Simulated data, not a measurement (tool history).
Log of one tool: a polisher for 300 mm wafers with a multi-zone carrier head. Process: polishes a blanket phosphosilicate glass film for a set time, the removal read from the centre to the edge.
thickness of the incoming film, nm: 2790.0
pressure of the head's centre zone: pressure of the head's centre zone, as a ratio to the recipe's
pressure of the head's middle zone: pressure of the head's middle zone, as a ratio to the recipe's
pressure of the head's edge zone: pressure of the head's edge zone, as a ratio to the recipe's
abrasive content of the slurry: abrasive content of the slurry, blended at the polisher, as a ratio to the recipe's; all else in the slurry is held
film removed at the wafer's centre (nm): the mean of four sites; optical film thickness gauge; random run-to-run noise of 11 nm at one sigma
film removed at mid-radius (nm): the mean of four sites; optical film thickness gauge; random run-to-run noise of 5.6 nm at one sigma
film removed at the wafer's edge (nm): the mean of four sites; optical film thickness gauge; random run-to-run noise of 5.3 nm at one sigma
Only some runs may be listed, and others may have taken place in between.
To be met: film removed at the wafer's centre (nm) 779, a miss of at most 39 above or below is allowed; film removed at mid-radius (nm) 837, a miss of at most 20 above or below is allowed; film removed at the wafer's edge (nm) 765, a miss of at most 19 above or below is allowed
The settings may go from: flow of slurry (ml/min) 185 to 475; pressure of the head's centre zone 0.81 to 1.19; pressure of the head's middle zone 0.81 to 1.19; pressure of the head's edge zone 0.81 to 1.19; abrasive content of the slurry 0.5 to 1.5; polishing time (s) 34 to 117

run	hour	flow of slurry (ml/min)	pressure of the head's centre zone	pressure of the head's middle zone	pressure of the head's edge zone	abrasive content of the slurry	polishing time (s)	film removed at the wafer's centre (nm)	film removed at mid-radius (nm)	film removed at the wafer's edge (nm)
1	0	305	1	1	1	1	75	473.02	552.06	540.74
2	6.9	305	1	1	1	1	88	539.69	641.99	623.57
3	11.4	305	1	1	1	1	98	605.27	713.05	698.07
4	19.4	320	1.05	1.03	1.02	1	98	631.41	734.37	704.56
5	20.5	320	1.05	0.95	1.02	1	98	649.73	677.67	704.78
6	24.6	320	1.05	0.95	1.02	1.2	98	682.49	748.53	763.74
7	31.6	330	1.08	0.98	1.01	1.2	98	708.69	770.06	761.61
8	39.3	340	1.1	1	1	1.2	98	732.95	782.36	757.76
9	45.4	350	1.11	1.02	1	1.2	98	732.98	805.46	774.81
10	47.2	355	1.12	1.03	0.98	1.2	98	773.44	817.45	758.35

Exercise: of the 4 proposed moves below, exactly one satisfies all targets within the stated allowed misses. Which move is it?
A	49	385	1.15	0.97	1	1.2	99	?	?	?
B	49	395	1.11	1.01	0.89	1.15	104	?	?	?
C	49	360	1.19	0.99	0.93	1.2	104	?	?	?
D	49	255	1.17	1.07	1	1.1	101	?	?	?

move	film removed at the wafer's centre (nm)	film removed at mid-radius (nm)	film removed at the wafer's edge (nm)
A	781.27	782.26	773.86
B	778.88	836.32	759.87
C	845.17	831.78	784.63
D	750.83	805.17	738.25
A: the biggest miss grows against the last run
B: every result within its allowed miss
C: brings the last run's worst result on target, with another outside its allowed miss
D: the biggest miss grows against the last run
The right move is B.

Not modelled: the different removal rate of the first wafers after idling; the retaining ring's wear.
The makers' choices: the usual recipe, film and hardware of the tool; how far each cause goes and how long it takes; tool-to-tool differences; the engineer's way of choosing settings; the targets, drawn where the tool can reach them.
